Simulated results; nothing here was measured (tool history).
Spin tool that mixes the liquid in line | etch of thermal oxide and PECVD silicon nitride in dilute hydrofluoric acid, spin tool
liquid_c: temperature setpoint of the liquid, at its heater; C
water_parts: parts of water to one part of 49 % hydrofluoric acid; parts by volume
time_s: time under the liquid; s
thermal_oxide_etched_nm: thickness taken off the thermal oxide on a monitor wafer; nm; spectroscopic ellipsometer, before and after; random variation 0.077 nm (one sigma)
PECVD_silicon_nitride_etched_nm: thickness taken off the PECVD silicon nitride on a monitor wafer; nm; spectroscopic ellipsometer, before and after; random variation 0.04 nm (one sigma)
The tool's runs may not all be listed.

run,hour,liquid_c,water_parts,time_s,thermal_oxide_etched_nm,PECVD_silicon_nitride_etched_nm
1,0,24,55,180,16.984,18.863
2,6.9,24,55,150,14.327,15.752
3,8.5,23,55,150,13.759,14.652
4,13.6,23,60,155,12.897,13.947
5,15.9,22.5,65,160,12.086,12.796
6,21.9,22.5,65,90,6.6932,7.2237
7,24,23,60,90,7.4321,8.0988

Run 8 comes next. What will it give?
8,28.5,23.5,55,90,?,?

{"run 8": {"thermal_oxide_etched_nm": 8.5075, "PECVD_silicon_nitride_etched_nm": 9.1262}}
